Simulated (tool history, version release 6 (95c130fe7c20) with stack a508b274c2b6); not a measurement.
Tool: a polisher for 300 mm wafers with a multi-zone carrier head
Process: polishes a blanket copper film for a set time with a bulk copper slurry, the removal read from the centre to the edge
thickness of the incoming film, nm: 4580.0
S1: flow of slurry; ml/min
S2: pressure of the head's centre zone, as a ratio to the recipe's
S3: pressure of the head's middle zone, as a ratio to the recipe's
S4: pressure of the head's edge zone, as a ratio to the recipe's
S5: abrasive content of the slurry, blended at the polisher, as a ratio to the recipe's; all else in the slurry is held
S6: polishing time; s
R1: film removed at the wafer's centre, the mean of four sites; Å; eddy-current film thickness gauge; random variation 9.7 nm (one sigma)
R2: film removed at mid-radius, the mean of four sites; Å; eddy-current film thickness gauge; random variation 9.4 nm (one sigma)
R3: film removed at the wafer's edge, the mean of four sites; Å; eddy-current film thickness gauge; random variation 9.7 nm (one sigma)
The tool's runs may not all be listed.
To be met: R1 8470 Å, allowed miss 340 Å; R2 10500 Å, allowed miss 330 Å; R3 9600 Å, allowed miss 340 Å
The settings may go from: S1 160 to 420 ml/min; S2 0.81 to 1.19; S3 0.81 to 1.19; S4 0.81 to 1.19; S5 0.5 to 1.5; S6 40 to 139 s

Run 1, hour 0: S1 270 ml/min, S2 1, S3 1, S4 1, S5 1, S6 89 s. Result: R1 8533.1 Å, R2 8534.7 Å, R3 8457.8 Å.
Run 2, hour 3.3: S1 280 ml/min, S2 0.98, S3 1.05, S4 1.04, S5 1.05, S6 89 s. Result: R1 8629 Å, R2 9046.3 Å, R3 8675.1 Å.
Run 3, hour 5.2: S1 280 ml/min, S2 0.98, S3 0.98, S4 1.04, S5 1.05, S6 89 s. Result: R1 8435.7 Å, R2 8628.3 Å, R3 8664.4 Å.
Run 4, hour 7.1: S1 220 ml/min, S2 0.98, S3 0.98, S4 1.04, S5 1.05, S6 89 s. Result: R1 8408.1 Å, R2 8404.4 Å, R3 8497.3 Å.
Run 5, hour 12.9: S1 220 ml/min, S2 0.98, S3 0.98, S4 0.98, S5 1.05, S6 89 s. Result: R1 8278.1 Å, R2 8424.6 Å, R3 8216.7 Å.
Run 6, hour 18.3: S1 220 ml/min, S2 0.98, S3 0.98, S4 1.04, S5 1.05, S6 89 s. Result: R1 8164.4 Å, R2 8401.9 Å, R3 8427.8 Å.
Run 7, hour 21.2: S1 240 ml/min, S2 0.96, S3 1.03, S4 1.08, S5 1.1, S6 89 s. Result: R1 8339.6 Å, R2 8914.8 Å, R3 8778.3 Å.
Run 8, hour 25.6: S1 285 ml/min, S2 0.87, S3 1.13, S4 1.17, S5 1.25, S6 90 s. Result: R1 8104.5 Å, R2 10193 Å, R3 9529.3 Å.

4 next moves are on the table. One of them brings every result within its allowed miss. Which?
Run A, hour 30: S1 275 ml/min, S2 0.92, S3 1.08, S4 1.13, S5 1.2, S6 91 s. Result: R1 ?, R2 ?, R3 ?.
Run B, hour 30: S1 165 ml/min, S2 0.91, S3 1.14, S4 1.11, S5 1.35, S6 98 s. Result: R1 ?, R2 ?, R3 ?.
Run C, hour 30: S1 260 ml/min, S2 0.81, S3 1.04, S4 1.05, S5 1.3, S6 95 s. Result: R1 ?, R2 ?, R3 ?.
Run D, hour 30: S1 315 ml/min, S2 0.81, S3 1.19, S4 1.14, S5 1.05, S6 96 s. Result: R1 ?, R2 ?, R3 ?.

move      R1      R2      R3
   A  8482.2  9678.1    9471
   B  8467.2   10330  9792.5
   C  7866.1  9899.3  9787.1
   D  7772.2   10941  9824.6
A: brings the result that was furthest off to its target, and leaves another outside
B: meets every target
C: further off than the last run
D: further off than the last run
Move B is the one to make.

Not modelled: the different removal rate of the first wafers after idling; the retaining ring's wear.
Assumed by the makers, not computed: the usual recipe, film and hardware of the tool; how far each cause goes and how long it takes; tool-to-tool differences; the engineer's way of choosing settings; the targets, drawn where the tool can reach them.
